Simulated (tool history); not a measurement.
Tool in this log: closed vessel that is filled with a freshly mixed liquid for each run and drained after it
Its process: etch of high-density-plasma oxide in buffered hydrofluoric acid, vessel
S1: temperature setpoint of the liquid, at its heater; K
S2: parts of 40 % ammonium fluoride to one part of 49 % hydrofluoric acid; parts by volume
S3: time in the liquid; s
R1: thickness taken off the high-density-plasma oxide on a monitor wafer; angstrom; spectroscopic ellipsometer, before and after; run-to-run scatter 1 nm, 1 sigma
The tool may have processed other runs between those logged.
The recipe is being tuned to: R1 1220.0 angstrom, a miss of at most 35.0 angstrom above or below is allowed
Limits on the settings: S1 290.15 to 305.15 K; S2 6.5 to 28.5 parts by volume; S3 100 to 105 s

run 1 hour=0.0 | S1=297.15 S2=17.5 S3=100 | R1=1375.6
run 2 hour=7.5 | S1=297.15 S2=17.5 S3=100 | R1=1379.8
run 3 hour=10.7 | S1=297.15 S2=17.5 S3=100 | R1=1359.3
run 4 hour=19.8 | S1=299.65 S2=17.5 S3=100 | R1=1568.3
run 5 hour=27.9 | S1=299.65 S2=17.5 S3=105 | R1=1681.1
run 6 hour=36.1 | S1=299.65 S2=14.0 S3=105 | R1=2038.9
run 7 hour=44.5 | S1=298.15 S2=14.0 S3=105 | R1=1914.2
run 8 hour=46.3 | S1=296.65 S2=14.5 S3=105 | R1=1682.1
run 9 hour=49.8 | S1=295.65 S2=14.5 S3=105 | R1=1605.0
run 10 hour=52.8 | S1=294.65 S2=14.5 S3=105 | R1=1515.2
run 11 hour=54.5 | S1=294.15 S2=14.5 S3=105 | R1=1496.7
run 12 hour=58.7 | S1=293.65 S2=14.5 S3=105 | R1=1443.3
run 13 hour=63.7 | S1=293.15 S2=14.5 S3=105 | R1=1406.1
run 14 hour=66.2 | S1=292.65 S2=14.5 S3=105 | R1=1358.1
run 15 hour=69.2 | S1=292.15 S2=14.5 S3=105 | R1=1316.1

Below are 4 possible settings for the next run. Only one of them brings all results inside the allowed miss of their targets. Which is it?
run A hour=72.2 | S1=291.65 S2=15.5 S3=100 | R1=?
run B hour=72.2 | S1=292.65 S2=13.5 S3=100 | R1=?
run C hour=72.2 | S1=290.15 S2=13.5 S3=100 | R1=?
run D hour=72.2 | S1=290.15 S2=13.0 S3=105 | R1=?

move=A R1=1142.4
move=B R1=1384.6
move=C R1=1201.6
move=D R1=1309.3
A: pushes the last run's worst result past its target
B: lands further from the targets than the last run did
C: every result lands within tolerance
D: closes in on the targets versus the last run, not all within tolerance yet
C meets every target.
